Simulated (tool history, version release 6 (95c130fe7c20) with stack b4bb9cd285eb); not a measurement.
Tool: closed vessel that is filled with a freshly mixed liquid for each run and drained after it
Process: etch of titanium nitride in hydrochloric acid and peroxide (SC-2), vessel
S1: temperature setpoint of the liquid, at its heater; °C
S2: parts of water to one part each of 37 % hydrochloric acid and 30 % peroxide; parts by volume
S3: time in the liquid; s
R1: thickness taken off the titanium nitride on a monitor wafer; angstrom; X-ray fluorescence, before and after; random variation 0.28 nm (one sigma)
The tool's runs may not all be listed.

Run 1, hour 0: S1 65 °C, S2 8.5 parts by volume, S3 220 s. Result: R1 200.16 angstrom.
Run 2, hour 2: S1 66 °C, S2 8 parts by volume, S3 220 s. Result: R1 221 angstrom.
Run 3, hour 6.3: S1 66 °C, S2 8 parts by volume, S3 220 s. Result: R1 222.72 angstrom.
Run 4, hour 14.7: S1 61.5 °C, S2 8 parts by volume, S3 220 s. Result: R1 169.83 angstrom.
Run 5, hour 17.6: S1 68.5 °C, S2 8 parts by volume, S3 220 s. Result: R1 257.97 angstrom.
Run 6, hour 19.4: S1 68.5 °C, S2 7 parts by volume, S3 220 s. Result: R1 286.64 angstrom.
At hour 26.3: chemicals flow meter replaced.
Run 7, hour 26.3: S1 69 °C, S2 7 parts by volume, S3 220 s. Result: R1 313.12 angstrom.

The next listed run, before its measurement:
Run 8, hour 27.6: S1 69.5 °C, S2 7 parts by volume, S3 220 s. Result: R1 ?.

R1: 325.01 angstrom
